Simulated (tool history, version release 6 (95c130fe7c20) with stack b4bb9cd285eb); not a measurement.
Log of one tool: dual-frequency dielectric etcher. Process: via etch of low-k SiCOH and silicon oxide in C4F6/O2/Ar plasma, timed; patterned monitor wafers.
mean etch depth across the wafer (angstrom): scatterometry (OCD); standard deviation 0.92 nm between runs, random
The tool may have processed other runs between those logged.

run	hour	source power (kW)	bias power (kW)	etch time (s)	mean etch depth across the wafer (angstrom)
1	0	0.26	0.245	50.5	1288.9
2	8.1	0.27	0.247	50.5	1308.9
3	13.7	0.23	0.247	50.5	1237.7
4	17.4	0.25	0.247	50.5	1268.1
5	22.6	0.26	0.25	50.5	1292.3
6	27.1	0.28	0.25	50.5	1332.2
7	34	0.28	0.252	50.5	1341
8	34.8	0.28	0.253	50.5	1335.9
9	40.2	0.28	0.255	50.5	1340.1

Run 10 has not been measured yet. What should we expect?
10	41.5	0.28	0.256	50.5	?

mean etch depth across the wafer (angstrom): 1348
